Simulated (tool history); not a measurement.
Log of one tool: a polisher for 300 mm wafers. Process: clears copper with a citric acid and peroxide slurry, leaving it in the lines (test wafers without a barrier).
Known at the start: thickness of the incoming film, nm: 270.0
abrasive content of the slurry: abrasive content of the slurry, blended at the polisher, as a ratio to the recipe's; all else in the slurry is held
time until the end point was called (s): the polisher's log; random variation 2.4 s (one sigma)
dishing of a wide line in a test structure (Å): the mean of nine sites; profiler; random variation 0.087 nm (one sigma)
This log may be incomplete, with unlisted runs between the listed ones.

run	day	flow of slurry (ml/min)	pressure of the wafer on the pad (psi)	speed of the pad under the wafer (cm/s)	abrasive content of the slurry	overpolish time after the end point (s)	time until the end point was called (s)	dishing of a wide line in a test structure (Å)
1	0	200	4.2	116	1	18	92.177	391.06
2	0.358	200	4.8	116	1	18	79.644	432.69
3	0.45	200	4.8	116	0.8	18	84.329	425.35
4	0.804	170	3.8	94	1	13	119.09	238.03
5	0.888	170	3.8	70	1	13	138.35	206.73
6	0.962	155	3.1	64	0.95	10	185.5	131.69
7	1.167	145	2.7	72	0.8	8	203.83	93.766
8	1.275	145	2.7	72	0.8	8	211.77	91.156
9	1.546	135	2.4	84	0.7	7	224.58	77.366
10	1.912	135	2.4	84	0.7	7	221.17	78.083
11	1.946	135	2.4	84	0.7	7	223.37	76.055

What does the tool deliver on the next run?
12	2.038	135	1.9	84	0.7	5	?	?

time until the end point was called (s): 278.31
dishing of a wide line in a test structure (Å): 43.556
